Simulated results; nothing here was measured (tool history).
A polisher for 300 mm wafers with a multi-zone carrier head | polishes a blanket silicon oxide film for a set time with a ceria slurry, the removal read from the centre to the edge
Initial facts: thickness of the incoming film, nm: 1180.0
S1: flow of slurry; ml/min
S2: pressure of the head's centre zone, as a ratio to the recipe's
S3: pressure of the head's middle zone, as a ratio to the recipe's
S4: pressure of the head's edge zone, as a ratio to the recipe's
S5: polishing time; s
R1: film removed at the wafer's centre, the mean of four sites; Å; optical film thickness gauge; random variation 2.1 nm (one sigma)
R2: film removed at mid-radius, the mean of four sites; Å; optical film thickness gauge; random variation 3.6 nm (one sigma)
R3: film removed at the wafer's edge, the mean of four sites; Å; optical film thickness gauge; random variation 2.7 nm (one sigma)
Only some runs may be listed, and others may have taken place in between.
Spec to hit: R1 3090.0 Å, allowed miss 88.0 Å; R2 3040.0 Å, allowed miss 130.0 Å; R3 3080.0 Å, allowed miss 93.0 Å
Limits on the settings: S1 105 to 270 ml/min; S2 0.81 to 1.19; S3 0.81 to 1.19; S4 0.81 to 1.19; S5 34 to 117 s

run,hour,S1,S2,S3,S4,S5,R1,R2,R3
1,0.0,175,1.00,1.00,1.00,75,3864.9,3636.0,3776.5
2,3.8,175,1.00,1.08,1.00,75,3785.8,3821.8,3785.8
3,11.5,210,1.00,1.08,1.00,75,3937.6,3986.8,3828.3
4,14.6,210,1.05,1.08,1.00,75,4056.0,3964.1,3762.1
5,20.3,245,1.05,1.08,1.00,75,4157.9,4047.2,3862.8
6,26.9,245,1.10,1.08,1.00,75,4354.7,3979.2,3816.6
7,31.4,240,1.08,1.06,0.99,73,4108.6,3915.7,3833.1
8,38.8,230,1.07,1.06,1.00,71,3939.9,3710.3,3606.3
9,40.4,230,1.07,1.06,1.00,71,3939.4,3725.9,3666.9
10,47.6,225,1.06,1.06,0.99,70,3880.7,3652.6,3643.4
11,50.6,220,1.06,1.07,0.99,68,3717.0,3589.5,3473.4
12,58.9,215,1.05,1.06,0.99,67,3670.3,3568.1,3378.6
13,60.0,210,1.04,1.05,0.99,66,3531.3,3471.8,3371.5
14,68.1,205,1.04,1.04,0.99,65,3447.9,3287.0,3348.1
15,74.3,155,1.00,1.06,0.90,63,3093.2,3164.6,2991.7
16,75.0,155,1.00,1.05,0.91,63,3105.9,3130.3,2938.2
17,81.6,155,1.00,1.05,0.91,63,3085.4,3064.9,2985.7

Consider the 5 candidate settings below. Which is the only one whose results all fall within their allowed miss of target?
A,88.2,145,1.11,1.09,0.91,59,?,?,?
B,88.2,190,1.05,1.05,0.87,60,?,?,?
C,88.2,155,1.01,1.09,0.93,65,?,?,?
D,88.2,145,1.08,1.06,0.91,60,?,?,?
E,88.2,150,0.97,1.02,0.97,64,?,?,?

move,R1,R2,R3
A,3063.3,2945.7,2752.7
B,3168.8,3056.5,2851.5
C,3199.9,3293.3,3093.4
D,3051.9,2925.4,2800.5
E,3034.7,3043.7,3091.6
A: the biggest miss grows against the last run
B: the biggest miss grows against the last run
C: the furthest-off result lands on target, but another misses its tolerance
D: the biggest miss grows against the last run
E: hits every target within its allowed miss
Go with E: it meets all targets.
